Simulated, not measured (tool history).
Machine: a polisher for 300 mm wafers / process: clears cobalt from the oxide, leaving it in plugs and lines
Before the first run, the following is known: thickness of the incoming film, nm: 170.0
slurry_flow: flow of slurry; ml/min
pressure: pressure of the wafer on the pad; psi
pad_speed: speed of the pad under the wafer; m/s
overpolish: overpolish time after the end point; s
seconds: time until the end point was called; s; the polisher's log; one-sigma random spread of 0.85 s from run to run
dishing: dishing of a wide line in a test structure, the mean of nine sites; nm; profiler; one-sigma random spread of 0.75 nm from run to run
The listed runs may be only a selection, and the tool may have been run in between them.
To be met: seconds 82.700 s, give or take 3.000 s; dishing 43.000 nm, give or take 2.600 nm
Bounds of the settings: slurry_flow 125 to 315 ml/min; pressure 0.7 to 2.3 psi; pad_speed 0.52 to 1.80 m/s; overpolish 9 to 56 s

run	hour	slurry_flow	pressure	pad_speed	overpolish	seconds	dishing
1	0.0	205	1.5	1.16	29	43.169	47.017
2	2.6	205	1.4	1.14	30	45.939	47.293
3	9.1	205	1.3	1.12	30	51.141	45.854
4	17.2	205	1.2	1.12	31	55.493	45.187
5	21.4	205	1.1	1.12	32	59.869	43.702
6	22.0	205	1.0	1.12	33	64.816	43.829
7	30.0	205	1.0	1.12	33	65.053	44.824
8	35.3	200	0.7	1.08	35	96.320	37.115
9	42.6	245	0.9	1.08	44	73.361	46.278
10	46.0	240	0.9	1.08	44	74.093	45.229
11	49.8	235	0.9	1.08	44	72.966	45.389
12	56.5	230	0.9	1.08	44	74.189	45.725
13	64.7	225	0.9	1.08	44	74.882	45.695
14	73.2	220	0.9	1.08	44	74.313	46.869

Pick the move, out of 4, that brings all results within their allowed miss; only one does.
A	81.7	145	1.0	0.94	30	?	?
B	81.7	180	0.8	1.14	41	?	?
C	81.7	260	0.8	0.96	44	?	?
D	81.7	215	0.8	1.00	42	?	?

move	seconds	dishing
A	80.170	37.738
B	80.426	43.473
C	89.308	43.026
D	88.098	42.406
A: gets the furthest-off result to its target, but another result is out of tolerance
B: all results in spec
C: the result that was furthest off in the last run now lies on the other side of its target
D: the result that was furthest off in the last run now lies on the other side of its target
Answer: B

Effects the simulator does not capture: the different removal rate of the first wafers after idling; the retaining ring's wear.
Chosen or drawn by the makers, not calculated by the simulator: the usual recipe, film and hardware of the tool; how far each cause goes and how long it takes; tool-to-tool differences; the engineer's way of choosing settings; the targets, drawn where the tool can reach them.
